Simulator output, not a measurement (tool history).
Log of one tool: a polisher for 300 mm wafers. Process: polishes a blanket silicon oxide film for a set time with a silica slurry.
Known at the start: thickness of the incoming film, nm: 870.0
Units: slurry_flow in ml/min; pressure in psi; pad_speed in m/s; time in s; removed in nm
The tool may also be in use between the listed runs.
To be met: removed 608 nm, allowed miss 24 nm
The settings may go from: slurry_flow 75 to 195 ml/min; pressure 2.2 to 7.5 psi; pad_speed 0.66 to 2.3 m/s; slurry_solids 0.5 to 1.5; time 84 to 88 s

| run | hour | slurry_flow | pressure | pad_speed | slurry_solids | time | removed |
|---|---|---|---|---|---|---|---|
| 1 | 0 | 125 | 4.8 | 1.46 | 1 | 84 | 306.25 |
| 2 | 1.7 | 135 | 4.8 | 1.46 | 1 | 84 | 310.86 |
| 3 | 6.2 | 140 | 5.5 | 1.5 | 1 | 84 | 365.66 |
| 4 | 9.6 | 145 | 6 | 1.54 | 1 | 84 | 411.06 |
|  | 15.3 | worn pad replaced by a new one |
| 5 | 15.3 | 145 | 6.4 | 1.58 | 1 | 84 | 485.1 |
| 6 | 22.1 | 125 | 6.4 | 1.58 | 1 | 84 | 480.85 |
| 7 | 24.1 | 125 | 7.5 | 1.6 | 1 | 84 | 565.91 |
| 8 | 28.6 | 125 | 7.5 | 1.62 | 1 | 84 | 574.21 |
| 9 | 32.4 | 125 | 7.5 | 1.64 | 1 | 84 | 572.38 |
| 10 | 40 | 125 | 7.5 | 1.66 | 1 | 84 | 575.37 |

5 next moves are on the table. One of them brings every result within its allowed miss. Which?
| A | 47.6 | 120 | 6.5 | 1.78 | 1.15 | 85 | ? |
| B | 47.6 | 115 | 6.8 | 1.9 | 0.85 | 84 | ? |
| C | 47.6 | 140 | 7.2 | 1.66 | 1 | 84 | ? |
| D | 47.6 | 115 | 7 | 1.8 | 1 | 88 | ? |
| E | 47.6 | 125 | 7.4 | 1.5 | 1.2 | 85 | ? |

| move | removed |
|---|---|
| A | 569.28 |
| B | 551.8 |
| C | 571.22 |
| D | 604.75 |
| E | 575.24 |
A: further off than the last run
B: further off than the last run
C: further off than the last run
D: meets every target
E: as far off as the last run
The right move is D.
